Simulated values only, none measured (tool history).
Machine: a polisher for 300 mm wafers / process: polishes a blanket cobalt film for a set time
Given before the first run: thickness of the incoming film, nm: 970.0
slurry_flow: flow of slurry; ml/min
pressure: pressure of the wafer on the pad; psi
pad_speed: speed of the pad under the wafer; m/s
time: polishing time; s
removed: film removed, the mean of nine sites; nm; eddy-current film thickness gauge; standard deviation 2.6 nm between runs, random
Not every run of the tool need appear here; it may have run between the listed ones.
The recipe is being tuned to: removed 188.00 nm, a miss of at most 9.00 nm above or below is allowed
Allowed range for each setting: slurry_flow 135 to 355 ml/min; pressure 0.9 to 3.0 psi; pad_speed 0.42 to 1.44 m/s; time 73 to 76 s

run  hour  slurry_flow  pressure  pad_speed  time  removed
  1   0.0          225       1.9       0.92    73   333.91
  2   2.4          225       1.9       1.10    73   392.31
  3   3.5          270       1.9       1.10    73   406.18
  4   4.3          245       1.9       1.10    73   394.35
     12.1  -- head pressure recalibrated
  5  12.1          245       1.9       1.00    73   331.82
  6  12.6          245       2.3       1.00    73   378.72
  7  14.5          245       2.1       0.90    73   321.35
  8  19.0          245       1.9       0.84    73   284.97
  9  21.5          245       1.7       0.80    73   254.08

Pick the move, out of 5, that brings all results within their allowed miss; only one does.
  A  24.0          240       2.2       0.58    73        ?
  B  24.0          245       1.2       0.74    73        ?
  C  24.0          185       1.2       0.82    74        ?
  D  24.0          160       1.1       0.92    76        ?
  E  24.0          285       1.3       0.76    73        ?

move  removed
   A   217.44
   B   187.27
   C   204.23
   D   220.22
   E   203.69
A: nearer than the last run, and not there yet
B: every result within its allowed miss
C: nearer than the last run, and not there yet
D: nearer than the last run, and not there yet
E: nearer than the last run, and not there yet
So the answer is move B, the one that meets all the targets.
